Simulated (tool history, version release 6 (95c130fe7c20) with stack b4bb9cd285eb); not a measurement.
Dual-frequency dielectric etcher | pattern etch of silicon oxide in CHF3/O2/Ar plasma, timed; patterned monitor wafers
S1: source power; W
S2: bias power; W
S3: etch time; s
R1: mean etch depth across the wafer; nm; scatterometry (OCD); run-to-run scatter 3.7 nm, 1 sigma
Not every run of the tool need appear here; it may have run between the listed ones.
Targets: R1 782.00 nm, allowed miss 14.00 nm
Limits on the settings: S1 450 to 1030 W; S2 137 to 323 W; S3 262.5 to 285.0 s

run  hour   S1   S2     S3      R1
  1   0.0  740  230  285.0  659.31
  2   6.0  770  233  285.0  683.54
  3   8.7  770  233  262.5  625.99
  4  11.8  710  233  262.5  608.72
  5  15.0  750  238  263.0  624.05
  6  20.1  750  200  263.0  587.64
  7  28.3  780  209  263.5  604.24
  8  31.6  920  255  276.5  736.47
  9  37.4  930  256  276.5  737.91
 10  40.7  940  257  276.5  740.05

Exercise: of the 4 proposed moves below, exactly one satisfies all targets within the stated allowed misses. Which move is it?
  A  44.0   790  320  272.0   ?
  B  44.0   930  299  266.5   ?
  C  44.0  1030  249  285.0   ?
  D  44.0  1030  249  268.5   ?

move      R1
   A  741.22
   B  755.08
   C  783.46
   D  738.11
A: roughly where the last run was
B: nearer the targets than the last run, but a result is still out of spec
C: hits every target within its allowed miss
D: roughly where the last run was
Move C is the one to make.
